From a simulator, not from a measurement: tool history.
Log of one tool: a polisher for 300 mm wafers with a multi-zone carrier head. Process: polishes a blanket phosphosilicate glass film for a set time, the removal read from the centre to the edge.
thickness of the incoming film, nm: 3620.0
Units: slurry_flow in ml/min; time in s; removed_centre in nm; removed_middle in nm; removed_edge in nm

run  hour  slurry_flow  centre_zone  middle_zone  edge_zone  slurry_solids  time  removed_centre  removed_middle  removed_edge
  1     0          185            1            1          1              1    67          642.96           634.4        636.07
  2   4.8          155            1            1          1              1    67          633.09          625.71        628.39
  3  11.5          155         0.98            1       0.98           0.95    67          595.88          590.62        595.92
  4  19.5          155         0.98            1        0.9           0.95    67          596.91          596.53        587.17
  5  26.9          180         0.98            1        0.9           0.95    67          614.09          599.57        585.38
  6  29.7          180         0.96         1.01       0.89            0.9    67          579.87          602.83        571.54
  7  31.4          180         0.95            1       0.88           0.85    67          554.39          563.31        544.85
  8  36.7          155         0.85         1.05       0.81            0.6    66          361.22          429.56        375.15
  9  43.6          165         0.85         1.05       0.82            0.6    66          366.79          437.27        385.75
 10  52.3          175         0.85         1.05       0.83            0.6    66          367.38          438.06        385.95
 11  59.9          185         0.86         1.05       0.85            0.6    66          369.88          441.64        387.64
 12    65          185         0.87         1.05       0.87            0.6    66          377.06          440.27        395.33
 13  71.8          190         0.87         1.05       0.88            0.6    66          383.55          433.66        398.78
 14  74.7          190         0.87         1.05       0.89            0.6    66           378.4          444.59        399.76

Forecast run 15:
 15  82.9          240         0.92         1.02       0.99            0.7    66               ?               ?             ?

{"run 15": {"removed_centre": 472.16, "removed_middle": 508.19, "removed_edge": 489.96}}
